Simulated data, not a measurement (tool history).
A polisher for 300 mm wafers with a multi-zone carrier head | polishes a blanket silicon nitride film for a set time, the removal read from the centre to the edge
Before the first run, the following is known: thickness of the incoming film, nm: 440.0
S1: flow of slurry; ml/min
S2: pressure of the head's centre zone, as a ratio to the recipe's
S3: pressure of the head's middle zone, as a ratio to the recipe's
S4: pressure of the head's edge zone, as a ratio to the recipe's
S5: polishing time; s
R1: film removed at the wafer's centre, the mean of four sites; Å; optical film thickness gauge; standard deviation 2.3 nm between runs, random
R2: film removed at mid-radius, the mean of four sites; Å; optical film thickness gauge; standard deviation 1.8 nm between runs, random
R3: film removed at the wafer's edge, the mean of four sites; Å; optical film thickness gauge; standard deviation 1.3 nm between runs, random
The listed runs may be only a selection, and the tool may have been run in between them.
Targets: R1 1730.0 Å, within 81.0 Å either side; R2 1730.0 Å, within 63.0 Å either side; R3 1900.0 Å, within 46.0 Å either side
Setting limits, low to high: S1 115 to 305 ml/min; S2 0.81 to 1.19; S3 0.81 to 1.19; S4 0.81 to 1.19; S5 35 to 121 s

{"run": 1, "day": 0.0, "S1": 195, "S2": 1.0, "S3": 1.0, "S4": 1.0, "S5": 78, "R1": 1241.0, "R2": 1249.5, "R3": 1274.4}
{"run": 2, "day": 0.354, "S1": 195, "S2": 1.07, "S3": 1.0, "S4": 1.0, "S5": 78, "R1": 1357.4, "R2": 1280.1, "R3": 1236.6}
{"run": 3, "day": 0.471, "S1": 205, "S2": 1.06, "S3": 1.0, "S4": 1.04, "S5": 83, "R1": 1433.1, "R2": 1364.4, "R3": 1363.7}
{"run": 4, "day": 0.512, "S1": 160, "S2": 1.06, "S3": 1.0, "S4": 1.04, "S5": 83, "R1": 1358.8, "R2": 1316.4, "R3": 1320.5}
{"run": 5, "day": 0.558, "S1": 160, "S2": 1.06, "S3": 1.0, "S4": 0.98, "S5": 83, "R1": 1364.2, "R2": 1304.9, "R3": 1306.4}
{"run": 6, "day": 0.692, "S1": 170, "S2": 1.04, "S3": 0.99, "S4": 1.0, "S5": 88, "R1": 1477.5, "R2": 1380.2, "R3": 1384.8}
{"run": 7, "day": 0.733, "S1": 180, "S2": 1.02, "S3": 0.99, "S4": 1.04, "S5": 92, "R1": 1472.2, "R2": 1457.0, "R3": 1512.1}
{"run": 8, "day": 0.996, "S1": 195, "S2": 1.02, "S3": 0.99, "S4": 1.07, "S5": 94, "R1": 1524.8, "R2": 1498.6, "R3": 1562.5}
{"run": 9, "day": 1.238, "S1": 205, "S2": 1.02, "S3": 0.99, "S4": 1.09, "S5": 96, "R1": 1568.9, "R2": 1577.6, "R3": 1604.1}
{"run": 10, "day": 1.417, "S1": 185, "S2": 0.98, "S3": 0.91, "S4": 1.17, "S5": 110, "R1": 1726.4, "R2": 1644.4, "R3": 1870.0}

Exercise: of the 4 proposed moves below, exactly one satisfies all targets within the stated allowed misses. Which move is it?
{"run": "A", "day": 1.596, "S1": 170, "S2": 0.99, "S3": 0.82, "S4": 1.19, "S5": 116, "R1": "?", "R2": "?", "R3": "?"}
{"run": "B", "day": 1.596, "S1": 175, "S2": 0.95, "S3": 0.85, "S4": 1.19, "S5": 113, "R1": "?", "R2": "?", "R3": "?"}
{"run": "C", "day": 1.596, "S1": 185, "S2": 1.0, "S3": 0.96, "S4": 1.18, "S5": 110, "R1": "?", "R2": "?", "R3": "?"}
{"run": "D", "day": 1.596, "S1": 180, "S2": 0.95, "S3": 0.82, "S4": 1.08, "S5": 114, "R1": "?", "R2": "?", "R3": "?"}

move=A R1=1801.1 R2=1596.6 R3=1985.0
move=B R1=1692.3 R2=1604.0 R3=1939.6
move=C R1=1752.8 R2=1722.4 R3=1890.4
move=D R1=1715.4 R2=1584.0 R3=1881.3
A: further off than the last run
B: further off than the last run
C: all results land within tolerance of their targets
D: further off than the last run
Answer: C

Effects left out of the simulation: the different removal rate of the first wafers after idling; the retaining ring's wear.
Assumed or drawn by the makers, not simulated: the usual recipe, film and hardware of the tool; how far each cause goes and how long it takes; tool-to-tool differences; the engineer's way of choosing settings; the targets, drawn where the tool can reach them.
